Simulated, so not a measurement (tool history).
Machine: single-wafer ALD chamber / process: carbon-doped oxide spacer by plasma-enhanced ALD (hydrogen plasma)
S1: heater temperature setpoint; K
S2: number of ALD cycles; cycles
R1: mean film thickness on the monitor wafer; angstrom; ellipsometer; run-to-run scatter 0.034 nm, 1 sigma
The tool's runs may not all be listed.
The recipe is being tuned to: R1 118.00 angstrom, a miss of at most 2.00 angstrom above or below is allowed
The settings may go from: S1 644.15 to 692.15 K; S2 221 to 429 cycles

| run | hour | S1 | S2 | R1 |
|---|---|---|---|---|
| 1 | 0.0 | 668.15 | 325 | 162.78 |
| 2 | 4.2 | 668.15 | 299 | 148.97 |
| 3 | 10.7 | 668.15 | 282 | 141.08 |
| 4 | 12.4 | 668.15 | 269 | 134.81 |
| 5 | 21.2 | 668.15 | 259 | 129.39 |
| 6 | 27.6 | 661.15 | 259 | 128.90 |
| 7 | 33.0 | 661.15 | 259 | 129.52 |
| 8 | 40.2 | 661.15 | 252 | 125.17 |
| 9 | 48.3 | 661.15 | 248 | 123.33 |
| 10 | 50.0 | 661.15 | 245 | 122.56 |
| 11 | 52.4 | 661.15 | 242 | 121.05 |
| 12 | 57.8 | 661.15 | 242 | 120.94 |

Below are 4 possible settings for the next run. Only one of them brings all results inside the allowed miss of their targets. Which is it?
| A | 63.2 | 653.15 | 242 | ? |
| B | 63.2 | 670.15 | 236 | ? |
| C | 63.2 | 668.15 | 255 | ? |
| D | 63.2 | 681.15 | 261 | ? |

| move | R1 |
|---|---|
| A | 121.12 |
| B | 118.12 |
| C | 127.63 |
| D | 126.95 |
A: its largest miss is bigger than the last run's
B: all results land within tolerance of their targets
C: its largest miss is bigger than the last run's
D: its largest miss is bigger than the last run's
B meets every target.

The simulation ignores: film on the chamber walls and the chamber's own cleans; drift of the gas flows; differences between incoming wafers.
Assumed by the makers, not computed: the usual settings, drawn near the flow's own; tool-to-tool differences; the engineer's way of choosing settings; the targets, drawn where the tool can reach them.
